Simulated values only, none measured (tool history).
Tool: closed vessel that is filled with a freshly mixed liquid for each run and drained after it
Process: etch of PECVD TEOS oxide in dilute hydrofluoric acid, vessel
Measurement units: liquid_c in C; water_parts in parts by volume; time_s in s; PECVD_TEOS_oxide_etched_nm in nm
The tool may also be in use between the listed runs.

run	hour	liquid_c	water_parts	time_s	PECVD_TEOS_oxide_etched_nm
1	0.0	20.0	95	85	10.4340
2	4.9	18.5	95	85	9.8228
3	13.2	18.0	95	85	9.5250
4	17.9	18.0	80	85	11.6090
5	22.4	18.0	80	85	11.5190
6	24.7	18.0	85	85	10.8500

Run 7 has not been measured yet. What should we expect?
7	25.6	18.0	90	85	?

PECVD_TEOS_oxide_etched_nm: 10.2390 nm
